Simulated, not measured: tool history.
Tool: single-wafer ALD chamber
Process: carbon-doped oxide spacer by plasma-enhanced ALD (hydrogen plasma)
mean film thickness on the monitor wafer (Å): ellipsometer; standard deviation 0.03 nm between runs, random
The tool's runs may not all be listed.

run	hour	heater temperature setpoint (K)	number of ALD cycles (cycles)	mean film thickness on the monitor wafer (Å)
1	0.0	668.15	186	88.331
2	6.1	664.15	186	88.477
3	12.3	664.15	165	78.097
4	13.4	664.15	160	75.810
5	20.9	664.15	172	81.699
6	26.9	659.15	172	81.013
7	29.8	659.15	165	78.157

Run 8 comes next. What will it give?
8	33.9	659.15	159	?

mean film thickness on the monitor wafer (Å): 75.316

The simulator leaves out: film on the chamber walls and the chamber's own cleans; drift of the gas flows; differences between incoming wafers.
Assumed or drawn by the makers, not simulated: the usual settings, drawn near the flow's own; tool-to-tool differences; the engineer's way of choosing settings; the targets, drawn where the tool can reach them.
